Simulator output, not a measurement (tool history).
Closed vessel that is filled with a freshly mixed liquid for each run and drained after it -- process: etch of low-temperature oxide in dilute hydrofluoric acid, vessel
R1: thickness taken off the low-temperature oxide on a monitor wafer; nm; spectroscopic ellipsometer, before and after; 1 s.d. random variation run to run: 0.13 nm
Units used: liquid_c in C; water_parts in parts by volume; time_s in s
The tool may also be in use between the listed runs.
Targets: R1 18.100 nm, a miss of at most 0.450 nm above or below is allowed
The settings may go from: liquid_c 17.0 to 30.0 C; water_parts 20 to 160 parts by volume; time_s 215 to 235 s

{"run": 1, "day": 0.0, "liquid_c": 22.0, "water_parts": 90, "time_s": 215, "R1": 22.313}
{"run": 2, "day": 0.033, "liquid_c": 22.0, "water_parts": 105, "time_s": 215, "R1": 18.961}
{"run": 3, "day": 0.275, "liquid_c": 22.0, "water_parts": 105, "time_s": 215, "R1": 18.984}
{"run": 4, "day": 0.421, "liquid_c": 22.0, "water_parts": 105, "time_s": 215, "R1": 19.098}
{"run": 5, "day": 0.788, "liquid_c": 21.5, "water_parts": 105, "time_s": 215, "R1": 18.743}
{"day": 0.971, "done": "hydrofluoric acid flow meter replaced"}
{"run": 6, "day": 0.971, "liquid_c": 24.5, "water_parts": 105, "time_s": 215, "R1": 19.53}
{"run": 7, "day": 1.196, "liquid_c": 23.5, "water_parts": 105, "time_s": 215, "R1": 18.477}
{"run": 8, "day": 1.412, "liquid_c": 24.0, "water_parts": 105, "time_s": 215, "R1": 19.176}
{"run": 9, "day": 1.608, "liquid_c": 23.5, "water_parts": 105, "time_s": 215, "R1": 18.47}
{"run": 10, "day": 1.658, "liquid_c": 24.0, "water_parts": 105, "time_s": 215, "R1": 18.855}

Of the 4 settings listed for the next run, only one would bring every result within its allowed miss of target. Which one?
{"run": "A", "day": 1.708, "liquid_c": 23.5, "water_parts": 100, "time_s": 215, "R1": "?"}
{"run": "B", "day": 1.708, "liquid_c": 24.5, "water_parts": 110, "time_s": 235, "R1": "?"}
{"run": "C", "day": 1.708, "liquid_c": 26.5, "water_parts": 110, "time_s": 215, "R1": "?"}
{"run": "D", "day": 1.708, "liquid_c": 21.5, "water_parts": 105, "time_s": 225, "R1": "?"}

move=A R1=19.686
move=B R1=20.102
move=C R1=19.874
move=D R1=18.002
A: moves away from the targets compared with the last run
B: moves away from the targets compared with the last run
C: moves away from the targets compared with the last run
D: in spec on every target
The move that meets every target is D.

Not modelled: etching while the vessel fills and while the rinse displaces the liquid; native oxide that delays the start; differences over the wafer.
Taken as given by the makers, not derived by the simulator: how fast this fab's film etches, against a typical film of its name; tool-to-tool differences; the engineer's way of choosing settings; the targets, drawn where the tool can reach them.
